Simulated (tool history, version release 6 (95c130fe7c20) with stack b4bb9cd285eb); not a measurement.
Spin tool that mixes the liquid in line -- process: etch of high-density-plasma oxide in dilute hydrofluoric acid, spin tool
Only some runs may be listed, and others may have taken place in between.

run  hour  temperature setpoint of the liquid (°C)  parts of water to one part of 49 % hydrofluoric acid (parts by volume)  time under the liquid (s)  thickness taken off the high-density-plasma oxide on a monitor wafer (angstrom)
  1   0.0                                     21.0                                                                     260                         60                                                                          12.1220
  2   2.0                                     20.0                                                                     290                         60                                                                          10.1750
  3   9.6                                     19.0                                                                     310                         60                                                                           9.0891
  4  16.7                                     20.5                                                                     310                         60                                                                           9.7394
  5  19.9                                     20.5                                                                     310                         60                                                                           9.4768
  6  24.6                                     20.5                                                                     275                         60                                                                          11.0690
  7  32.5                                     19.5                                                                     305                         60                                                                           9.4753
  8  36.7                                     19.0                                                                     325                         60                                                                           8.6823

Run 9 comes next. What will it give?
  9  41.9                                     19.0                                                                     325                         60                                                                                ?

Run 9 gave thickness taken off the high-density-plasma oxide on a monitor wafer (angstrom) 8.5566.
